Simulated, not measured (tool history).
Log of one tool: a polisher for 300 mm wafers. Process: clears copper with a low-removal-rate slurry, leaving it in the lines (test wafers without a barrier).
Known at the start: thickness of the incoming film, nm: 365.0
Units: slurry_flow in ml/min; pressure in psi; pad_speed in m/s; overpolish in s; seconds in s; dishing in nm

| run | hour | slurry_flow | pressure | pad_speed | slurry_solids | overpolish | seconds | dishing |
|---|---|---|---|---|---|---|---|---|
| 1 | 0.0 | 140 | 2.6 | 1.18 | 1.0 | 21 | 113.590 | 40.494 |
| 2 | 1.4 | 150 | 2.9 | 1.18 | 1.0 | 20 | 99.188 | 42.509 |
| 3 | 8.5 | 165 | 2.9 | 1.18 | 1.0 | 20 | 101.660 | 42.646 |
| 4 | 12.7 | 165 | 2.9 | 1.18 | 1.1 | 20 | 98.308 | 43.162 |
| 5 | 18.6 | 165 | 3.1 | 1.18 | 1.1 | 20 | 93.224 | 46.254 |
| 6 | 26.3 | 165 | 3.3 | 1.18 | 1.1 | 19 | 85.365 | 46.926 |

Forecast run 7:
| 7 | 28.8 | 165 | 3.4 | 1.18 | 1.1 | 19 | ? | ? |

{"run 7": {"seconds": 83.1, "dishing": 47.687}}
